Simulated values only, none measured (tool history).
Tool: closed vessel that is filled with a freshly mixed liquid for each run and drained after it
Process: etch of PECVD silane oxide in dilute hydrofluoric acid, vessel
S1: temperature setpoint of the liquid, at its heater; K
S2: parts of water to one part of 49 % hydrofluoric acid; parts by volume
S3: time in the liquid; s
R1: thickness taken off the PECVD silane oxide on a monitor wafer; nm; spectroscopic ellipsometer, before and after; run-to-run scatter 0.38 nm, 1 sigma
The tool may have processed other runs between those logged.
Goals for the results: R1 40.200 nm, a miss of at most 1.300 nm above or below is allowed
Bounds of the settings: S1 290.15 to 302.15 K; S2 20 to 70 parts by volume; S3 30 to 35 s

Run 1, hour 0.0: S1 294.15 K, S2 40 parts by volume, S3 35 s. Result: R1 19.306 nm.
Run 2, hour 1.7: S1 296.15 K, S2 35 parts by volume, S3 35 s. Result: R1 24.312 nm.
Run 3, hour 3.5: S1 296.15 K, S2 25 parts by volume, S3 35 s. Result: R1 34.430 nm.
Run 4, hour 7.7: S1 296.15 K, S2 25 parts by volume, S3 30 s. Result: R1 28.866 nm.
Run 5, hour 12.6: S1 292.65 K, S2 25 parts by volume, S3 30 s. Result: R1 25.134 nm.
Run 6, hour 19.2: S1 295.65 K, S2 25 parts by volume, S3 30 s. Result: R1 28.486 nm.
Run 7, hour 27.3: S1 297.65 K, S2 25 parts by volume, S3 30 s. Result: R1 31.621 nm.
Run 8, hour 33.0: S1 298.65 K, S2 25 parts by volume, S3 30 s. Result: R1 32.387 nm.
Run 9, hour 37.8: S1 299.65 K, S2 25 parts by volume, S3 30 s. Result: R1 33.625 nm.
Run 10, hour 46.7: S1 300.15 K, S2 25 parts by volume, S3 30 s. Result: R1 34.725 nm.
Run 11, hour 55.7: S1 300.65 K, S2 25 parts by volume, S3 30 s. Result: R1 35.290 nm.
Run 12, hour 62.2: S1 301.15 K, S2 25 parts by volume, S3 30 s. Result: R1 36.203 nm.

Exercise: of the 4 proposed moves below, exactly one satisfies all targets within the stated allowed misses. Which move is it?
Run A, hour 68.7: S1 300.15 K, S2 25 parts by volume, S3 30 s. Result: R1 ?.
Run B, hour 68.7: S1 302.15 K, S2 25 parts by volume, S3 35 s. Result: R1 ?.
Run C, hour 68.7: S1 301.65 K, S2 30 parts by volume, S3 30 s. Result: R1 ?.
Run D, hour 68.7: S1 300.15 K, S2 25 parts by volume, S3 35 s. Result: R1 ?.

move      R1
   A  34.195
   B  43.288
   C  30.068
   D  39.894
A: the biggest miss grows against the last run
B: pushes the last run's worst result past its target
C: the biggest miss grows against the last run
D: all results in spec
D is the move that brings every result within its allowed miss.
